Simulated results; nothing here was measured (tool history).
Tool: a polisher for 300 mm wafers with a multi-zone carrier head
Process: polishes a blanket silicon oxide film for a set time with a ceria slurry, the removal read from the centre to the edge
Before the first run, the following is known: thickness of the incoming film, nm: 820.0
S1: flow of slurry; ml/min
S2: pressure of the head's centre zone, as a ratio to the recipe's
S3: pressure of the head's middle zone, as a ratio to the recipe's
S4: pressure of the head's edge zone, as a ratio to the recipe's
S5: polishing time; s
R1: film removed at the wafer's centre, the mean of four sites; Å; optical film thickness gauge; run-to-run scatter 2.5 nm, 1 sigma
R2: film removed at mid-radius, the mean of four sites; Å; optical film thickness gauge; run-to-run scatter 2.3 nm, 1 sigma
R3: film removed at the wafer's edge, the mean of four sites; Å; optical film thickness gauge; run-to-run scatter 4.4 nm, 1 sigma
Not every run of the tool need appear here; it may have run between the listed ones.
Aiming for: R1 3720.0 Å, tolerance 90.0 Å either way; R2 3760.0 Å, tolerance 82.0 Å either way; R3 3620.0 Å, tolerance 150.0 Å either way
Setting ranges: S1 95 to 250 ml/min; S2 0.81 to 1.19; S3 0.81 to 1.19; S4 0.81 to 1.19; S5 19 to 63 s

Run 1, day 0.000: S1 160 ml/min, S2 1.00, S3 1.00, S4 1.00, S5 41 s. Result: R1 2974.3 Å, R2 2944.7 Å, R3 2919.7 Å.
Run 2, day 0.208: S1 160 ml/min, S2 1.00, S3 0.94, S4 1.00, S5 41 s. Result: R1 2985.3 Å, R2 2778.6 Å, R3 2928.6 Å.
Run 3, day 0.479: S1 160 ml/min, S2 0.94, S3 0.94, S4 1.00, S5 41 s. Result: R1 2796.1 Å, R2 2826.2 Å, R3 2899.0 Å.
Run 4, day 0.775: S1 175 ml/min, S2 0.96, S3 0.97, S4 1.03, S5 42 s. Result: R1 2975.7 Å, R2 2946.4 Å, R3 3055.1 Å.
Run 5, day 1.133: S1 175 ml/min, S2 0.96, S3 1.02, S4 1.03, S5 42 s. Result: R1 3026.8 Å, R2 3101.9 Å, R3 3141.3 Å.
Run 6, day 1.196: S1 185 ml/min, S2 0.97, S3 1.05, S4 1.04, S5 42 s. Result: R1 3028.4 Å, R2 3156.4 Å, R3 3100.4 Å.
Run 7, day 1.342: S1 190 ml/min, S2 0.99, S3 1.07, S4 1.06, S5 43 s. Result: R1 3179.2 Å, R2 3274.8 Å, R3 3165.3 Å.
Run 8, day 1.583: S1 195 ml/min, S2 1.00, S3 1.08, S4 1.07, S5 44 s. Result: R1 3282.4 Å, R2 3413.3 Å, R3 3327.8 Å.
Run 9, day 1.879: S1 200 ml/min, S2 1.01, S3 1.09, S4 1.08, S5 44 s. Result: R1 3334.2 Å, R2 3456.6 Å, R3 3385.8 Å.
Run 10, day 2.075: S1 205 ml/min, S2 1.02, S3 1.10, S4 1.08, S5 44 s. Result: R1 3422.8 Å, R2 3522.1 Å, R3 3349.0 Å.
Run 11, day 2.371: S1 210 ml/min, S2 1.02, S3 1.10, S4 1.09, S5 44 s. Result: R1 3381.0 Å, R2 3543.8 Å, R3 3333.5 Å.
Run 12, day 2.721: S1 210 ml/min, S2 1.02, S3 1.10, S4 1.09, S5 44 s. Result: R1 3399.1 Å, R2 3523.0 Å, R3 3387.0 Å.
Run 13, day 2.917: S1 215 ml/min, S2 1.03, S3 1.10, S4 1.10, S5 44 s. Result: R1 3412.0 Å, R2 3536.3 Å, R3 3372.5 Å.
Run 14, day 3.238: S1 215 ml/min, S2 1.04, S3 1.10, S4 1.11, S5 44 s. Result: R1 3459.6 Å, R2 3544.8 Å, R3 3402.8 Å.
Run 15, day 3.554: S1 220 ml/min, S2 1.05, S3 1.10, S4 1.12, S5 44 s. Result: R1 3503.3 Å, R2 3561.6 Å, R3 3400.1 Å.
Run 16, day 3.854: S1 220 ml/min, S2 1.05, S3 1.10, S4 1.13, S5 44 s. Result: R1 3539.8 Å, R2 3530.8 Å, R3 3390.0 Å.
Run 17, day 4.167: S1 220 ml/min, S2 1.05, S3 1.10, S4 1.14, S5 44 s. Result: R1 3466.2 Å, R2 3526.5 Å, R3 3436.2 Å.
Run 18, day 4.304: S1 225 ml/min, S2 1.06, S3 1.11, S4 1.15, S5 44 s. Result: R1 3587.6 Å, R2 3570.4 Å, R3 3510.7 Å.
Run 19, day 4.438: S1 250 ml/min, S2 1.06, S3 1.15, S4 1.16, S5 44 s. Result: R1 3620.1 Å, R2 3694.8 Å, R3 3530.0 Å.

Which one of the following 5 next-run settings gets every result inside its allowed miss? There is exactly one.
Run A, day 4.571: S1 230 ml/min, S2 1.11, S3 1.19, S4 1.02, S5 44 s. Result: R1 ?, R2 ?, R3 ?.
Run B, day 4.571: S1 235 ml/min, S2 1.08, S3 1.15, S4 1.19, S5 45 s. Result: R1 ?, R2 ?, R3 ?.
Run C, day 4.571: S1 250 ml/min, S2 1.05, S3 1.02, S4 1.09, S5 46 s. Result: R1 ?, R2 ?, R3 ?.
Run D, day 4.571: S1 250 ml/min, S2 1.15, S3 1.13, S4 1.19, S5 44 s. Result: R1 ?, R2 ?, R3 ?.
Run E, day 4.571: S1 250 ml/min, S2 1.04, S3 1.15, S4 1.16, S5 43 s. Result: R1 ?, R2 ?, R3 ?.

move      R1      R2      R3
   A  3720.2  3738.4  3279.7
   B  3710.3  3728.5  3635.0
   C  3711.7  3491.1  3575.8
   D  3893.6  3618.2  3573.4
   E  3439.2  3588.2  3445.1
A: the furthest-off result lands on target, but another misses its tolerance
B: hits every target within its allowed miss
C: the furthest-off result lands on target, but another misses its tolerance
D: takes the biggest miss from the last run beyond its target
E: its largest miss is bigger than the last run's
The move that meets every target is B.
